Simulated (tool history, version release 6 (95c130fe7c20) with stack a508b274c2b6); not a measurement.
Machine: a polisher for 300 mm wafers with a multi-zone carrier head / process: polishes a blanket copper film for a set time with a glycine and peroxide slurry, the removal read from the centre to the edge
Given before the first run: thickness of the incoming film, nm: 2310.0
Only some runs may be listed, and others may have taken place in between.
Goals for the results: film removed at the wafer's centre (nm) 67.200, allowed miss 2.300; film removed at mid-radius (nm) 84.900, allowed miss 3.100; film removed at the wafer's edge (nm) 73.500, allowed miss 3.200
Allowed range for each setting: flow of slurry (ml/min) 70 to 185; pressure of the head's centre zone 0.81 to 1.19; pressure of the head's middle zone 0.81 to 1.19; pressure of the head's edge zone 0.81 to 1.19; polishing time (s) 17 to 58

run	day	flow of slurry (ml/min)	pressure of the head's centre zone	pressure of the head's middle zone	pressure of the head's edge zone	polishing time (s)	film removed at the wafer's centre (nm)	film removed at mid-radius (nm)	film removed at the wafer's edge (nm)
1	0.000	120	1.00	1.00	1.00	37	136.110	134.680	129.580
2	0.038	145	1.00	1.00	1.00	37	143.260	140.550	133.650
3	0.229	145	0.95	1.00	1.00	37	133.950	141.070	137.560
4	0.562	145	0.92	1.00	1.00	37	130.090	140.370	137.780
5	0.650	145	0.92	0.95	1.00	37	131.370	133.320	133.800
6	0.862	135	0.91	0.97	0.96	33	113.170	121.020	119.610
7	1.133	105	0.94	1.07	0.86	23	75.758	86.507	77.538
8	1.417	100	0.93	1.08	0.86	23	73.926	88.096	74.353
9	1.583	95	0.92	1.07	0.87	23	72.004	84.804	74.526
10	1.629	95	0.91	1.07	0.87	23	70.618	84.995	73.530
11	1.838	95	0.90	1.07	0.88	23	70.969	84.404	76.906
12	1.988	95	0.90	1.08	0.87	23	70.761	84.970	74.316
13	2.138	95	0.89	1.09	0.87	23	71.304	86.958	75.311

Consider the 5 candidate settings below. Which is the only one whose results all fall within their allowed miss of target?
A	2.288	115	0.89	1.12	0.94	21	?	?	?
B	2.288	75	0.83	1.19	0.84	25	?	?	?
C	2.288	90	0.90	1.10	0.84	25	?	?	?
D	2.288	95	0.98	1.09	0.86	23	?	?	?
E	2.288	100	0.90	1.08	0.91	24	?	?	?

move	film removed at the wafer's centre (nm)	film removed at mid-radius (nm)	film removed at the wafer's edge (nm)
A	67.979	82.908	72.765
B	65.574	91.865	75.667
C	75.802	91.018	78.720
D	77.005	84.366	73.971
E	75.335	88.626	79.976
A: every result within its allowed miss
B: puts the biggest miss on target and leaves a different result outside tolerance
C: further off than the last run
D: further off than the last run
E: further off than the last run
Go with A: it meets all targets.

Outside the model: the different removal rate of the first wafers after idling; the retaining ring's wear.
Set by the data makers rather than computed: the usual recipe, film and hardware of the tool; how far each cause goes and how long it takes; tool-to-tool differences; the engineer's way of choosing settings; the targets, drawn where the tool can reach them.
